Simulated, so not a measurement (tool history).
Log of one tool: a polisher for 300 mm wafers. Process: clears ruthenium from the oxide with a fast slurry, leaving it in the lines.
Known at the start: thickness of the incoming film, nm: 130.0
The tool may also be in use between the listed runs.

run,hour,flow of slurry (ml/min),pressure of the wafer on the pad (psi),speed of the pad under the wafer (cm/s),abrasive content of the slurry,overpolish time after the end point (s),time until the end point was called (s),dishing of a wide line in a test structure (nm)
1,0,195,1.7,106,1,19,60.586,39.779
2,4.9,195,1.7,106,1,18,60.522,37.497
3,5.8,195,1.3,106,1,18,78.14,29.838
4,12,195,1,106,1,18,99.509,22.87
5,18.1,200,1.1,106,1,18,91.691,25.245
6,23.9,200,1.1,106,1,11,91.925,15.986
7,30.5,200,1.2,106,1,12,83.593,18.684
8,31,200,1.3,106,1,13,78.01,22.195
9,35.5,205,1.3,106,1,13,77.283,21.683
10,38.3,210,1.3,106,1,14,78.898,23.421
11,39.2,220,1.3,106,1,14,77.077,24.321
12,45.1,230,1.3,106,1,14,76.779,23.37

Run 13 comes next. What will it give?
13,54.1,235,1.4,106,1,15,?,?

time until the end point was called (s): 71.603
dishing of a wide line in a test structure (nm): 26.572
